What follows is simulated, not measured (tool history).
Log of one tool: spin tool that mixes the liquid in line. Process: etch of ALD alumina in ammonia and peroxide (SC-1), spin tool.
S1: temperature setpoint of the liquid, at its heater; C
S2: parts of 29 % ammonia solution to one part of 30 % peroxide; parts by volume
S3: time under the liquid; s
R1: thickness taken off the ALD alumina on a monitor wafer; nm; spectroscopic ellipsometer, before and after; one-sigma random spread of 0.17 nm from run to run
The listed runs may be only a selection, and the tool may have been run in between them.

run	hour	S1	S2	S3	R1
1	0	48	0.65	275	13.891
2	1.9	48	0.55	275	13.481
3	5.8	48	0.55	275	13.608
4	10	48	0.55	300	14.565
5	16.2	49	0.55	300	15.642
6	20.8	49	0.45	300	15.242
7	24.4	50	0.45	300	16.374
8	29.4	50.5	0.45	300	16.658

Run 9, settings as shown, results not yet in. Your forecast:
9	36.2	51	0.45	300	?

For run 9 the tool returned R1 17.42 nm.
